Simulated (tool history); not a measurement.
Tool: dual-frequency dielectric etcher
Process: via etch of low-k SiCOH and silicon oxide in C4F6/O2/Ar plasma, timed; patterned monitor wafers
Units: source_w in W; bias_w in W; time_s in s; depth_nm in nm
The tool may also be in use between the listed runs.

run 1 hour=0.0 | source_w=290 bias_w=230 time_s=95.0 | depth_nm=223.42
run 2 hour=4.1 | source_w=270 bias_w=219 time_s=95.0 | depth_nm=211.74
run 3 hour=6.3 | source_w=270 bias_w=219 time_s=95.0 | depth_nm=213.63
run 4 hour=12.6 | source_w=270 bias_w=219 time_s=99.0 | depth_nm=222.49
run 5 hour=16.4 | source_w=270 bias_w=195 time_s=99.0 | depth_nm=217.61
run 6 hour=18.8 | source_w=270 bias_w=220 time_s=99.0 | depth_nm=221.03
-- hour=26.7 source power generator calibrated
run 7 hour=26.7 | source_w=250 bias_w=215 time_s=98.5 | depth_nm=215.13
run 8 hour=33.9 | source_w=240 bias_w=206 time_s=98.0 | depth_nm=203.46

The next listed run, before its measurement:
run 9 hour=37.1 | source_w=230 bias_w=204 time_s=98.0 | depth_nm=?

Run 9 gave depth_nm 198.82 nm.
